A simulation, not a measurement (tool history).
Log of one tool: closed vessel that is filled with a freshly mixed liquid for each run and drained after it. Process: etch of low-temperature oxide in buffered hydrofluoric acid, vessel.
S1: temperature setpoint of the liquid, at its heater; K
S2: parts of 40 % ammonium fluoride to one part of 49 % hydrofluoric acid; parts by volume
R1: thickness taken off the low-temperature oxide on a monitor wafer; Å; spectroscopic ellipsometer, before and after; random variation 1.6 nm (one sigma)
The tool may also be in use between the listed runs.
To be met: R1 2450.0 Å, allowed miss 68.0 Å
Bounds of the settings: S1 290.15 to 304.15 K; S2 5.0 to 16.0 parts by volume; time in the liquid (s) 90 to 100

{"run": 1, "hour": 0.0, "S1": 296.15, "S2": 9.5, "time in the liquid (s)": 90, "R1": 1966.8}
{"run": 2, "hour": 3.7, "S1": 296.15, "S2": 9.5, "time in the liquid (s)": 90, "R1": 1954.7}
{"run": 3, "hour": 7.6, "S1": 297.15, "S2": 9.5, "time in the liquid (s)": 90, "R1": 2088.3}
{"run": 4, "hour": 12.9, "S1": 294.65, "S2": 9.5, "time in the liquid (s)": 90, "R1": 1802.5}
{"run": 5, "hour": 18.2, "S1": 294.65, "S2": 9.5, "time in the liquid (s)": 90, "R1": 1795.5}
{"run": 6, "hour": 21.8, "S1": 296.15, "S2": 9.5, "time in the liquid (s)": 90, "R1": 1973.5}
{"run": 7, "hour": 27.9, "S1": 297.15, "S2": 9.5, "time in the liquid (s)": 90, "R1": 2066.4}
{"run": 8, "hour": 34.3, "S1": 298.15, "S2": 9.5, "time in the liquid (s)": 90, "R1": 2170.0}
{"run": 9, "hour": 39.3, "S1": 298.65, "S2": 9.5, "time in the liquid (s)": 90, "R1": 2240.2}
{"run": 10, "hour": 42.5, "S1": 298.65, "S2": 9.5, "time in the liquid (s)": 90, "R1": 2210.7}
{"run": 11, "hour": 44.8, "S1": 299.15, "S2": 9.5, "time in the liquid (s)": 90, "R1": 2306.8}

Which of these 4 next moves meets every target?
{"run": "A", "hour": 47.1, "S1": 298.65, "S2": 10.0, "time in the liquid (s)": 95, "R1": "?"}
{"run": "B", "hour": 47.1, "S1": 298.65, "S2": 8.0, "time in the liquid (s)": 90, "R1": "?"}
{"run": "C", "hour": 47.1, "S1": 295.15, "S2": 8.0, "time in the liquid (s)": 100, "R1": "?"}
{"run": "D", "hour": 47.1, "S1": 299.15, "S2": 8.0, "time in the liquid (s)": 90, "R1": "?"}

move=A R1=2305.8
move=B R1=2651.9
move=C R1=2434.3
move=D R1=2724.3
A: as far off as the last run
B: takes the result that was furthest off past its target
C: meets every target
D: takes the result that was furthest off past its target
The right move is C.
